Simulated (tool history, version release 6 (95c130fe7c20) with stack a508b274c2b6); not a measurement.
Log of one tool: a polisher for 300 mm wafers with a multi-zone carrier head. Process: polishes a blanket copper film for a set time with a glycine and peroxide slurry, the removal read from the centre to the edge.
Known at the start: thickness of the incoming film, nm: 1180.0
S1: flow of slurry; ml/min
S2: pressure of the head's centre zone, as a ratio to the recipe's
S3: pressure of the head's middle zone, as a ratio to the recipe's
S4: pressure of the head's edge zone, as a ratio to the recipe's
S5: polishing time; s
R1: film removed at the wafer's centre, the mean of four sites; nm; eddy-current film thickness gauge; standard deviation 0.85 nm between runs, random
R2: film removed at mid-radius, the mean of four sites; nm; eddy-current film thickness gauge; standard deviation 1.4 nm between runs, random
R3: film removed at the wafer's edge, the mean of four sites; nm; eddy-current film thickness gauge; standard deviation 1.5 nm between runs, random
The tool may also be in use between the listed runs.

{"run": 1, "hour": 0.0, "S1": 155, "S2": 1.0, "S3": 1.0, "S4": 1.0, "S5": 54, "R1": 205.77, "R2": 206.3, "R3": 211.22}
{"run": 2, "hour": 1.1, "S1": 150, "S2": 0.98, "S3": 1.0, "S4": 0.99, "S5": 51, "R1": 194.03, "R2": 191.84, "R3": 191.48}
{"run": 3, "hour": 9.9, "S1": 150, "S2": 0.98, "S3": 1.0, "S4": 0.92, "S5": 51, "R1": 193.2, "R2": 194.98, "R3": 188.65}
{"run": 4, "hour": 15.0, "S1": 145, "S2": 0.96, "S3": 1.0, "S4": 0.94, "S5": 49, "R1": 177.7, "R2": 181.94, "R3": 183.18}
{"run": 5, "hour": 19.5, "S1": 145, "S2": 0.96, "S3": 1.0, "S4": 0.94, "S5": 40, "R1": 146.94, "R2": 146.71, "R3": 148.96}
{"run": 6, "hour": 20.1, "S1": 140, "S2": 0.95, "S3": 1.0, "S4": 0.93, "S5": 39, "R1": 139.95, "R2": 143.07, "R3": 145.58}
{"run": 7, "hour": 27.4, "S1": 140, "S2": 0.94, "S3": 1.0, "S4": 0.92, "S5": 38, "R1": 136.2, "R2": 139.44, "R3": 139.06}

The next listed run, before its measurement:
{"run": 8, "hour": 29.9, "S1": 135, "S2": 0.93, "S3": 1.0, "S4": 0.92, "S5": 38, "R1": "?", "R2": "?", "R3": "?"}

Logged for run 8: R1 130.51 nm, R2 140.43 nm, R3 139.53 nm.

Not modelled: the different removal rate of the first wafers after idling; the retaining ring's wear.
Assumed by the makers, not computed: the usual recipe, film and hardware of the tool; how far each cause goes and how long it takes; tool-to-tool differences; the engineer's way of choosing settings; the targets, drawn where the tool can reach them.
